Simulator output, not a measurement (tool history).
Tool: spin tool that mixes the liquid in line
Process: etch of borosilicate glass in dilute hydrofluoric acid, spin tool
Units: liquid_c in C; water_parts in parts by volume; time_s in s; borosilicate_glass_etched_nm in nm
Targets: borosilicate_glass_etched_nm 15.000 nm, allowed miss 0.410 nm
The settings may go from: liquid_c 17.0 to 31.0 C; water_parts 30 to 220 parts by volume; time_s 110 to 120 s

| run | hour | liquid_c | water_parts | time_s | borosilicate_glass_etched_nm |
|---|---|---|---|---|---|
| 1 | 0.0 | 23.0 | 125 | 110 | 22.737 |
| 2 | 6.8 | 20.5 | 125 | 110 | 20.343 |
| 3 | 7.5 | 19.5 | 130 | 110 | 18.789 |
| 4 | 8.7 | 19.0 | 135 | 110 | 17.658 |
| 5 | 13.5 | 22.5 | 135 | 110 | 20.130 |
| 6 | 19.4 | 21.0 | 135 | 110 | 19.083 |
| 7 | 23.6 | 20.0 | 140 | 110 | 17.741 |
| 8 | 26.7 | 19.0 | 140 | 110 | 17.067 |
| 9 | 31.3 | 18.5 | 140 | 110 | 16.545 |

Which of these 4 next moves meets every target?
| A | 35.9 | 24.0 | 200 | 120 | ? |
| B | 35.9 | 17.5 | 170 | 120 | ? |
| C | 35.9 | 17.5 | 135 | 115 | ? |
| D | 35.9 | 18.0 | 165 | 115 | ? |

| move | borosilicate_glass_etched_nm |
|---|---|
| A | 14.803 |
| B | 13.966 |
| C | 17.441 |
| D | 14.138 |
A: meets every target
B: takes the result that was furthest off past its target
C: further off than the last run
D: takes the result that was furthest off past its target
Answer: A
